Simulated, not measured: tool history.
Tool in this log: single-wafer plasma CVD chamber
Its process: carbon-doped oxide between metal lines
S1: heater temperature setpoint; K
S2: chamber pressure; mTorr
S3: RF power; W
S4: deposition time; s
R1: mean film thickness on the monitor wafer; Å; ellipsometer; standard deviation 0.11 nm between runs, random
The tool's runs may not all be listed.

run	hour	S1	S2	S3	S4	R1
1	0	613.15	6160	480	10.4	591.03
2	2.1	604.15	6160	480	10.4	605.79
3	9.2	604.15	6160	480	10.4	604.68
4	16.4	605.15	6080	450	10.3	571.12
5	25.4	606.15	5980	430	10.3	546.25
6	26.3	606.15	7070	430	10.3	550.97
7	29.7	607.15	7050	415	10.3	534.03
8	35.7	608.15	7040	405	10.3	520.29

Run 9 is up next; what results do you expect?
9	38	609.15	7030	400	10.3	?

Run 9 yielded R1 516.58 Å.
